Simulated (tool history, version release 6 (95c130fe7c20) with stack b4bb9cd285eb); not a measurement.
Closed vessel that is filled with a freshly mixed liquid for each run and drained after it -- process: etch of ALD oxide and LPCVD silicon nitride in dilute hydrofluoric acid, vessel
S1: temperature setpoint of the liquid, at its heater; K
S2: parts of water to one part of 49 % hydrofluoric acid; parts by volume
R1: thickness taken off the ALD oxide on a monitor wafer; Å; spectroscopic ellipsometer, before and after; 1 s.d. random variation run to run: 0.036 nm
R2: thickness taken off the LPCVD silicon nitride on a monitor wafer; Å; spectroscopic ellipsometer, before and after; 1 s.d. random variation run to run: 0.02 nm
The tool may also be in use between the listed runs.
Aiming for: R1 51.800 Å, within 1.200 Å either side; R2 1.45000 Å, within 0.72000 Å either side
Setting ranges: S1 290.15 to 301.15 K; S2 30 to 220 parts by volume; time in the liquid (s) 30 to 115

{"run": 1, "day": 0.0, "S1": 293.15, "S2": 125, "time in the liquid (s)": 60, "R1": 66.654, "R2": 2.3206}
{"run": 2, "day": 0.042, "S1": 293.15, "S2": 105, "time in the liquid (s)": 60, "R1": 81.513, "R2": 2.1823}
{"run": 3, "day": 0.417, "S1": 292.65, "S2": 110, "time in the liquid (s)": 60, "R1": 74.946, "R2": 1.7974}
{"run": 4, "day": 0.646, "S1": 292.65, "S2": 130, "time in the liquid (s)": 60, "R1": 61.427, "R2": 1.5265}
{"run": 5, "day": 0.975, "S1": 292.65, "S2": 130, "time in the liquid (s)": 40, "R1": 41.191, "R2": 1.2253}
{"run": 6, "day": 1.262, "S1": 291.15, "S2": 130, "time in the liquid (s)": 40, "R1": 39.308, "R2": 0.96571}
{"run": 7, "day": 1.529, "S1": 291.65, "S2": 130, "time in the liquid (s)": 40, "R1": 40.089, "R2": 1.0386}
{"run": 8, "day": 1.733, "S1": 295.65, "S2": 125, "time in the liquid (s)": 40, "R1": 48.742, "R2": 1.3384}

Below are 4 possible settings for the next run. Only one of them brings all results inside the allowed miss of their targets. Which is it?
{"run": "A", "day": 1.938, "S1": 298.65, "S2": 150, "time in the liquid (s)": 40, "R1": "?", "R2": "?"}
{"run": "B", "day": 1.938, "S1": 298.65, "S2": 135, "time in the liquid (s)": 35, "R1": "?", "R2": "?"}
{"run": "C", "day": 1.938, "S1": 294.65, "S2": 145, "time in the liquid (s)": 45, "R1": "?", "R2": "?"}
{"run": "D", "day": 1.938, "S1": 292.15, "S2": 140, "time in the liquid (s)": 55, "R1": "?", "R2": "?"}

move=A R1=44.272 R2=1.76750
move=B R1=43.821 R2=1.71750
move=C R1=44.423 R2=1.58630
move=D R1=51.167 R2=1.69750
A: the biggest miss grows against the last run
B: the biggest miss grows against the last run
C: the biggest miss grows against the last run
D: hits every target within its allowed miss
D meets every target.
